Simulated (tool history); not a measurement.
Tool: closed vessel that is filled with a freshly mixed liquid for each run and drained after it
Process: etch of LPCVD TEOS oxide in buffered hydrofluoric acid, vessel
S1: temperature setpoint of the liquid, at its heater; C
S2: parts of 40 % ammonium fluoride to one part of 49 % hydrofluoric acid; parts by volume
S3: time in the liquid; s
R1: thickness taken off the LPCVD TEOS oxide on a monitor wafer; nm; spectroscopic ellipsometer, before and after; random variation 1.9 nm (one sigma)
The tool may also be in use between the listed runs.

{"run": 1, "day": 0.0, "S1": 21.0, "S2": 11.5, "S3": 95, "R1": 157.65}
{"run": 2, "day": 0.192, "S1": 23.0, "S2": 11.5, "S3": 95, "R1": 176.73}
{"run": 3, "day": 0.483, "S1": 24.5, "S2": 11.5, "S3": 95, "R1": 191.79}
{"run": 4, "day": 0.608, "S1": 25.5, "S2": 11.5, "S3": 95, "R1": 200.2}
{"day": 0.812, "done": "thermometer replaced"}
{"run": 5, "day": 0.812, "S1": 23.5, "S2": 11.5, "S3": 95, "R1": 165.79}
{"run": 6, "day": 0.925, "S1": 23.5, "S2": 11.5, "S3": 100, "R1": 171.49}
{"run": 7, "day": 1.271, "S1": 25.0, "S2": 11.5, "S3": 100, "R1": 189.8}
{"run": 8, "day": 1.408, "S1": 26.0, "S2": 11.5, "S3": 100, "R1": 195.69}

Forecast run 9:
{"run": 9, "day": 1.483, "S1": 29.0, "S2": 11.5, "S3": 100, "R1": "?"}

R1: 231.85 nm
